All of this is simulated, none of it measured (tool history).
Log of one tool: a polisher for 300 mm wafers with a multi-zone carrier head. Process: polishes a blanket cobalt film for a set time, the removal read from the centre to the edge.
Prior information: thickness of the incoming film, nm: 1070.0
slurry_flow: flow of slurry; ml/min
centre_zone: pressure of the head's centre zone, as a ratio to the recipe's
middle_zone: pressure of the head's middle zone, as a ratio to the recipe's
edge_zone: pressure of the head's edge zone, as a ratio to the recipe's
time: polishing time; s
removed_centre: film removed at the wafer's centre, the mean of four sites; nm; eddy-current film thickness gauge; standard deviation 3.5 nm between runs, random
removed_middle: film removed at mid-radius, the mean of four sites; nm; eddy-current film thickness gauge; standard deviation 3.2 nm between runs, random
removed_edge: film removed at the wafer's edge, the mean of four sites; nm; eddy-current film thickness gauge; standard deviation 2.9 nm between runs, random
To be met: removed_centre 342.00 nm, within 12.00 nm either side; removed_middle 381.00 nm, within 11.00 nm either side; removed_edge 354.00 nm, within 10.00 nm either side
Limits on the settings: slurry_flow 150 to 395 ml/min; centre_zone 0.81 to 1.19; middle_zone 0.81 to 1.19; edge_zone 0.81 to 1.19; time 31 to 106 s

run  hour  slurry_flow  centre_zone  middle_zone  edge_zone  time  removed_centre  removed_middle  removed_edge
  1   0.0          250         1.00         1.00       1.00    68          316.93          326.30        323.19
  2   6.7          260         1.00         1.02       1.01    68          326.40          331.43        324.11
  3   7.9          260         1.04         1.02       1.01    68          331.38          331.72        323.77
  4  16.1          265         1.03         1.04       1.03    68          332.30          340.64        328.56
  5  22.5          265         1.03         1.00       1.03    68          326.55          328.57        324.52
  6  27.7          265         1.03         1.00       1.03    60          291.61          288.50        285.45
  7  29.9          265         1.03         1.02       1.04    62          295.19          308.64        300.27
  8  37.4          270         1.04         1.03       1.06    63          308.99          311.40        308.13

Of the 5 settings listed for the next run, only one would bring every result within its allowed miss of target. Which one?
  A  44.9          320         1.01         1.12       1.10    71               ?               ?             ?
  B  44.9          330         1.11         1.19       0.82    65               ?               ?             ?
  C  44.9          335         1.17         1.18       1.01    68               ?               ?             ?
  D  44.9          280         1.14         0.99       0.98    53               ?               ?             ?
  E  44.9          150         0.83         1.01       1.18    74               ?               ?             ?

move  removed_centre  removed_middle  removed_edge
   A          341.01          384.15        353.51
   B          340.35          371.32        281.97
   C          373.57          385.82        325.07
   D          280.15          255.63        247.95
   E          280.55          346.04        366.17
A: all results land within tolerance of their targets
B: the worst result of the last run now meets its target, but another is out of spec
C: the worst result of the last run now meets its target, but another is out of spec
D: misses by more than the last run did
E: an improvement on the last run, though not all results are within tolerance
A is the move that brings every result within its allowed miss.
